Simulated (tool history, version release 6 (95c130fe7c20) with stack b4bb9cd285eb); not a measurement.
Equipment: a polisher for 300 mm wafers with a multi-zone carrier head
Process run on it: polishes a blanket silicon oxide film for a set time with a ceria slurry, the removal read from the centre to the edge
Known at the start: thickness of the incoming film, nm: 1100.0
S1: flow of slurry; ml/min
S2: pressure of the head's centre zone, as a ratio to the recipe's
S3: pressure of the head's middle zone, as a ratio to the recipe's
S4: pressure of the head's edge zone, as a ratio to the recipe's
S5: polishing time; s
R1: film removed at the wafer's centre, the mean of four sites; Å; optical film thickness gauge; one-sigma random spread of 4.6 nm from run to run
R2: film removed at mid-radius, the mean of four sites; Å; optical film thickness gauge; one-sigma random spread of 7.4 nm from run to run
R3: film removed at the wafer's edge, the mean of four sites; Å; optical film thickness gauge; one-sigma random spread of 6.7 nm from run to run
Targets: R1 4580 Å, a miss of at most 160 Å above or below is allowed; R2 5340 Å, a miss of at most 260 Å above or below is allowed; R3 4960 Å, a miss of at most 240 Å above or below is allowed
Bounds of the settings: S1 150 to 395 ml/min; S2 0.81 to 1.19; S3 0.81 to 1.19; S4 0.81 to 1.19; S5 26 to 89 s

Run 1, day 0: S1 250 ml/min, S2 1, S3 1, S4 1, S5 57 s. Result: R1 3645.2 Å, R2 3546.8 Å, R3 3513.8 Å.
Run 2, day 0.208: S1 250 ml/min, S2 0.94, S3 1, S4 1, S5 57 s. Result: R1 3332.2 Å, R2 3496.9 Å, R3 3630.1 Å.
Run 3, day 0.312: S1 190 ml/min, S2 0.94, S3 1, S4 1, S5 57 s. Result: R1 3251.7 Å, R2 3460.7 Å, R3 3341.6 Å.
Run 4, day 0.612: S1 205 ml/min, S2 0.95, S3 1.03, S4 1.02, S5 60 s. Result: R1 3483.5 Å, R2 3658.3 Å, R3 3760.5 Å.
Run 5, day 0.654: S1 155 ml/min, S2 0.95, S3 1.03, S4 1.02, S5 60 s. Result: R1 3310.3 Å, R2 3560.7 Å, R3 3523.3 Å.
Run 6, day 0.958: S1 180 ml/min, S2 0.95, S3 1.07, S4 1, S5 63 s. Result: R1 3614.2 Å, R2 3943.6 Å, R3 3776.6 Å.
Run 7, day 1.025: S1 200 ml/min, S2 0.95, S3 1.1, S4 0.99, S5 65 s. Result: R1 3803 Å, R2 4293 Å, R3 3983.7 Å.
Run 8, day 1.354: S1 225 ml/min, S2 0.95, S3 1.12, S4 1, S5 66 s. Result: R1 3910.1 Å, R2 4468.3 Å, R3 4073.8 Å.
Run 9, day 1.679: S1 225 ml/min, S2 0.95, S3 1.12, S4 1, S5 66 s. Result: R1 3928.2 Å, R2 4355.8 Å, R3 4074.1 Å.

Consider the 5 candidate settings below. Which is the only one whose results all fall within their allowed miss of target?
Run A, day 2.004: S1 315 ml/min, S2 0.85, S3 0.97, S4 1.19, S5 66 s. Result: R1 ?, R2 ?, R3 ?.
Run B, day 2.004: S1 240 ml/min, S2 1.02, S3 1.13, S4 1.04, S5 78 s. Result: R1 ?, R2 ?, R3 ?.
Run C, day 2.004: S1 185 ml/min, S2 0.99, S3 1.19, S4 0.92, S5 77 s. Result: R1 ?, R2 ?, R3 ?.
Run D, day 2.004: S1 210 ml/min, S2 0.97, S3 1.08, S4 1.1, S5 58 s. Result: R1 ?, R2 ?, R3 ?.
Run E, day 2.004: S1 255 ml/min, S2 0.9, S3 1.09, S4 0.97, S5 80 s. Result: R1 ?, R2 ?, R3 ?.

move      R1      R2      R3
   A  3617.3  4158.1  4473.6
   B  4966.8  5348.8  4894.3
   C  4545.7  5277.6  4484.3
   D  3434.3  3766.2  3663.7
   E  4528.7  5380.7  4928.5
A: moves away from the targets compared with the last run
B: pushes the last run's worst result past its target
C: the furthest-off result lands on target, but another misses its tolerance
D: moves away from the targets compared with the last run
E: all results land within tolerance of their targets
So the answer is move E, the one that meets all the targets.

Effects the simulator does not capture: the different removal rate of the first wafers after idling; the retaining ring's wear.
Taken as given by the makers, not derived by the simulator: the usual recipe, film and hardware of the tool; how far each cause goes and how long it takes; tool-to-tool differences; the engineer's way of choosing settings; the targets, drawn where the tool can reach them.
